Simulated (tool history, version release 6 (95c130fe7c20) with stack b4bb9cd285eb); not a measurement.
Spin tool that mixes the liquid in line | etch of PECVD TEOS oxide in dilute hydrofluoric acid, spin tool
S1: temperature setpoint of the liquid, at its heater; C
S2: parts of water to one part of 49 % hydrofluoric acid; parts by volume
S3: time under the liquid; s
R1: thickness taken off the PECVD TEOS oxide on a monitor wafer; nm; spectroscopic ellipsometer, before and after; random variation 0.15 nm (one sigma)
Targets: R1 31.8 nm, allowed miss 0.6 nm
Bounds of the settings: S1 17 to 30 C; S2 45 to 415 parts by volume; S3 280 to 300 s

| run | hour | S1 | S2 | S3 | R1 |
|---|---|---|---|---|---|
| 1 | 0 | 22 | 230 | 280 | 18.241 |
| 2 | 7.1 | 24 | 215 | 280 | 21.373 |
| 3 | 8.5 | 25.5 | 205 | 280 | 24.204 |
| 4 | 12.1 | 25.5 | 205 | 300 | 25.71 |
| 5 | 12.8 | 26.5 | 200 | 300 | 27.496 |
| 6 | 17.6 | 26.5 | 200 | 300 | 27.536 |
| 7 | 24.9 | 27.5 | 200 | 300 | 28.606 |
| 8 | 27 | 28 | 200 | 300 | 28.936 |

Which of these 4 next moves meets every target?
| A | 29.1 | 30 | 185 | 280 | ? |
| B | 29.1 | 25 | 165 | 300 | ? |
| C | 29.1 | 26.5 | 170 | 300 | ? |
| D | 29.1 | 28 | 170 | 285 | ? |

| move | R1 |
|---|---|
| A | 31.935 |
| B | 32.789 |
| C | 33.449 |
| D | 33.562 |
A: meets every target
B: takes the result that was furthest off past its target
C: takes the result that was furthest off past its target
D: takes the result that was furthest off past its target
Move A is the one to make.

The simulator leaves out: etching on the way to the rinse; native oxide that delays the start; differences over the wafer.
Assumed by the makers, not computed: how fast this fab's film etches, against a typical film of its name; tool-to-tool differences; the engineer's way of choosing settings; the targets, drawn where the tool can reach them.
